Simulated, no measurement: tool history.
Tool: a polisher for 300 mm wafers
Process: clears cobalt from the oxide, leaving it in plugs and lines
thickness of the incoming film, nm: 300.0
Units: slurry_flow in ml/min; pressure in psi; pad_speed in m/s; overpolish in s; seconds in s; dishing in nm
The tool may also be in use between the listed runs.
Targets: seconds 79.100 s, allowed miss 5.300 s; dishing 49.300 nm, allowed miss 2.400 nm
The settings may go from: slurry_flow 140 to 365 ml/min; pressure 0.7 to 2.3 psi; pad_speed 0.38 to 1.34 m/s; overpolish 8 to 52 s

{"run": 1, "hour": 0.0, "slurry_flow": 235, "pressure": 1.5, "pad_speed": 0.86, "overpolish": 26, "seconds": 104.45, "dishing": 45.322}
{"run": 2, "hour": 6.5, "slurry_flow": 235, "pressure": 1.5, "pad_speed": 0.86, "overpolish": 21, "seconds": 107.36, "dishing": 41.342}
{"run": 3, "hour": 15.3, "slurry_flow": 235, "pressure": 1.6, "pad_speed": 0.86, "overpolish": 21, "seconds": 98.891, "dishing": 41.88}
{"run": 4, "hour": 22.8, "slurry_flow": 195, "pressure": 1.6, "pad_speed": 0.86, "overpolish": 21, "seconds": 106.88, "dishing": 42.356}
{"run": 5, "hour": 30.4, "slurry_flow": 195, "pressure": 1.6, "pad_speed": 0.86, "overpolish": 11, "seconds": 104.16, "dishing": 27.04}
{"run": 6, "hour": 36.3, "slurry_flow": 195, "pressure": 1.7, "pad_speed": 0.86, "overpolish": 13, "seconds": 98.391, "dishing": 32.01}
{"run": 7, "hour": 43.2, "slurry_flow": 195, "pressure": 1.8, "pad_speed": 0.86, "overpolish": 14, "seconds": 92.099, "dishing": 34.492}
{"run": 8, "hour": 46.0, "slurry_flow": 195, "pressure": 1.8, "pad_speed": 0.86, "overpolish": 15, "seconds": 91.729, "dishing": 36.348}

Which of these 4 next moves meets every target?
{"run": "A", "hour": 48.8, "slurry_flow": 230, "pressure": 1.9, "pad_speed": 0.94, "overpolish": 24, "seconds": "?", "dishing": "?"}
{"run": "B", "hour": 48.8, "slurry_flow": 200, "pressure": 1.9, "pad_speed": 0.92, "overpolish": 18, "seconds": "?", "dishing": "?"}
{"run": "C", "hour": 48.8, "slurry_flow": 140, "pressure": 1.7, "pad_speed": 0.8, "overpolish": 16, "seconds": "?", "dishing": "?"}
{"run": "D", "hour": 48.8, "slurry_flow": 215, "pressure": 2.0, "pad_speed": 0.98, "overpolish": 18, "seconds": "?", "dishing": "?"}

move=A seconds=79.372 dishing=50.175
move=B seconds=83.221 dishing=43.538
move=C seconds=116.220 dishing=33.698
move=D seconds=73.387 dishing=46.117
A: meets every target
B: nearer than the last run, and not there yet
C: further off than the last run
D: nearer than the last run, and not there yet
The right move is A.
